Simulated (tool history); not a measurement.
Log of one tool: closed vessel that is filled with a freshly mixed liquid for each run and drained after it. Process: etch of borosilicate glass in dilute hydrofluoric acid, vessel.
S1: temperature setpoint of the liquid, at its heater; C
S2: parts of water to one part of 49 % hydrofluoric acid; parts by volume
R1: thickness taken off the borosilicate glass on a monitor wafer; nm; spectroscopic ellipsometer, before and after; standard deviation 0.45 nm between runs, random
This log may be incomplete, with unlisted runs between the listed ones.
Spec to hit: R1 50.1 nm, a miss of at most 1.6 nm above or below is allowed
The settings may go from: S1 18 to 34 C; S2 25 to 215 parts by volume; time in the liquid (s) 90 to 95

run 1 day=0 | S1=26 S2=120 time_in_the_liquid_(s)=90 | R1=31.14
run 2 day=0.196 | S1=27 S2=115 time_in_the_liquid_(s)=90 | R1=33.298
run 3 day=0.296 | S1=29.5 S2=115 time_in_the_liquid_(s)=90 | R1=36.547
run 4 day=0.625 | S1=30 S2=110 time_in_the_liquid_(s)=90 | R1=40.027
run 5 day=0.85 | S1=30.5 S2=110 time_in_the_liquid_(s)=90 | R1=40.665
run 6 day=1.117 | S1=30.5 S2=145 time_in_the_liquid_(s)=90 | R1=29.145
run 7 day=1.338 | S1=30.5 S2=145 time_in_the_liquid_(s)=90 | R1=29.14
run 8 day=1.629 | S1=31 S2=140 time_in_the_liquid_(s)=90 | R1=31.165
run 9 day=1.75 | S1=34 S2=95 time_in_the_liquid_(s)=90 | R1=54.606

Which of these 5 next moves meets every target?
run A day=1.871 | S1=34 S2=90 time_in_the_liquid_(s)=95 | R1=?
run B day=1.871 | S1=33.5 S2=100 time_in_the_liquid_(s)=90 | R1=?
run C day=1.871 | S1=34 S2=100 time_in_the_liquid_(s)=95 | R1=?
run D day=1.871 | S1=33.5 S2=90 time_in_the_liquid_(s)=90 | R1=?
run E day=1.871 | S1=31 S2=85 time_in_the_liquid_(s)=95 | R1=?

move=A R1=60.93
move=B R1=50.228
move=C R1=53.987
move=D R1=56.678
move=E R1=58.169
A: its largest miss is bigger than the last run's
B: hits every target within its allowed miss
C: nearer the targets than the last run, but a result is still out of spec
D: its largest miss is bigger than the last run's
E: its largest miss is bigger than the last run's
Go with B: it meets all targets.

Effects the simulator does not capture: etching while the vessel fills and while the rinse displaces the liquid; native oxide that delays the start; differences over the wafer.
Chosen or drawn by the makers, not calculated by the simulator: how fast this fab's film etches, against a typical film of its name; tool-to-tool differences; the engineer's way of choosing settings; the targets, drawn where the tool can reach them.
